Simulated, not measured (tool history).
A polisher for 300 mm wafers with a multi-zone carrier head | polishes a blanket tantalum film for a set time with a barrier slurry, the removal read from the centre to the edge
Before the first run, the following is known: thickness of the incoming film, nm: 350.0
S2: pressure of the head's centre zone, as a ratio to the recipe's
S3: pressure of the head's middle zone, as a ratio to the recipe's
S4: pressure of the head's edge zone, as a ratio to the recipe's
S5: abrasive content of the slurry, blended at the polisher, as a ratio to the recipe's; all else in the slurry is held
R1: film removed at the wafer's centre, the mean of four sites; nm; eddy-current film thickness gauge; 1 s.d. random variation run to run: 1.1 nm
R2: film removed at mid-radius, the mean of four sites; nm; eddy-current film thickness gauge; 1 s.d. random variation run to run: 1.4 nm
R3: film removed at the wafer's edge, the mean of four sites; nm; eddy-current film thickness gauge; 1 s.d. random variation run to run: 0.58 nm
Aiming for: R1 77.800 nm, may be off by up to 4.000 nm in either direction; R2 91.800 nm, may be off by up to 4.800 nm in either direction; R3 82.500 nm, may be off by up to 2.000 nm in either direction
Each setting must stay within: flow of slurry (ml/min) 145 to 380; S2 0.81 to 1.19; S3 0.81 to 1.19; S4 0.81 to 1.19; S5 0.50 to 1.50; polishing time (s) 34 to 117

Run 1, hour 0.0: flow of slurry (ml/min) 245, S2 1.00, S3 1.00, S4 1.00, S5 1.00, polishing time (s) 75. Result: R1 68.992 nm, R2 70.863 nm, R3 69.523 nm.
Run 2, hour 8.9: flow of slurry (ml/min) 255, S2 1.00, S3 1.05, S4 1.04, S5 1.10, polishing time (s) 75. Result: R1 70.742 nm, R2 75.910 nm, R3 73.164 nm.
Run 3, hour 14.0: flow of slurry (ml/min) 255, S2 1.00, S3 1.05, S4 1.04, S5 1.10, polishing time (s) 92. Result: R1 86.756 nm, R2 94.429 nm, R3 91.474 nm.
Run 4, hour 17.3: flow of slurry (ml/min) 255, S2 1.00, S3 1.05, S4 1.01, S5 1.10, polishing time (s) 92. Result: R1 86.697 nm, R2 96.026 nm, R3 89.046 nm.
Run 5, hour 19.8: flow of slurry (ml/min) 255, S2 1.07, S3 1.05, S4 1.01, S5 1.10, polishing time (s) 92. Result: R1 91.751 nm, R2 94.167 nm, R3 89.231 nm.
Run 6, hour 25.4: flow of slurry (ml/min) 255, S2 1.07, S3 1.05, S4 1.01, S5 1.00, polishing time (s) 92. Result: R1 90.603 nm, R2 91.278 nm, R3 86.126 nm.
Run 7, hour 27.8: flow of slurry (ml/min) 245, S2 1.03, S3 1.05, S4 1.00, S5 1.00, polishing time (s) 92. Result: R1 86.522 nm, R2 89.969 nm, R3 85.164 nm.
Run 8, hour 34.7: flow of slurry (ml/min) 240, S2 1.00, S3 1.06, S4 0.99, S5 1.00, polishing time (s) 92. Result: R1 86.365 nm, R2 93.039 nm, R3 85.146 nm.
Run 9, hour 36.5: flow of slurry (ml/min) 240, S2 0.97, S3 1.06, S4 0.99, S5 1.00, polishing time (s) 92. Result: R1 83.491 nm, R2 92.092 nm, R3 85.129 nm.
Run 10, hour 38.6: flow of slurry (ml/min) 235, S2 0.95, S3 1.06, S4 0.98, S5 1.00, polishing time (s) 92. Result: R1 81.193 nm, R2 93.242 nm, R3 84.702 nm.

Next run, 5 choices. One meets every target within its allowed miss, the rest don't. Which?
Run A, hour 40.7: flow of slurry (ml/min) 240, S2 1.05, S3 0.99, S4 1.00, S5 1.00, polishing time (s) 95. Result: R1 ?, R2 ?, R3 ?.
Run B, hour 40.7: flow of slurry (ml/min) 175, S2 1.03, S3 1.17, S4 1.12, S5 1.15, polishing time (s) 84. Result: R1 ?, R2 ?, R3 ?.
Run C, hour 40.7: flow of slurry (ml/min) 285, S2 0.84, S3 1.08, S4 1.13, S5 1.10, polishing time (s) 86. Result: R1 ?, R2 ?, R3 ?.
Run D, hour 40.7: flow of slurry (ml/min) 200, S2 0.89, S3 1.07, S4 1.05, S5 1.05, polishing time (s) 93. Result: R1 ?, R2 ?, R3 ?.
Run E, hour 40.7: flow of slurry (ml/min) 245, S2 0.91, S3 0.98, S4 1.06, S5 1.00, polishing time (s) 91. Result: R1 ?, R2 ?, R3 ?.

move      R1      R2      R3
   A  91.286  90.830  88.663
   B  78.027  91.323  82.674
   C  73.036  92.857  88.851
   D  77.256  93.725  88.181
   E  78.394  86.545  87.581
A: its largest miss is bigger than the last run's
B: each result inside its tolerance
C: its largest miss is bigger than the last run's
D: its largest miss is bigger than the last run's
E: its largest miss is bigger than the last run's
The right move is B.
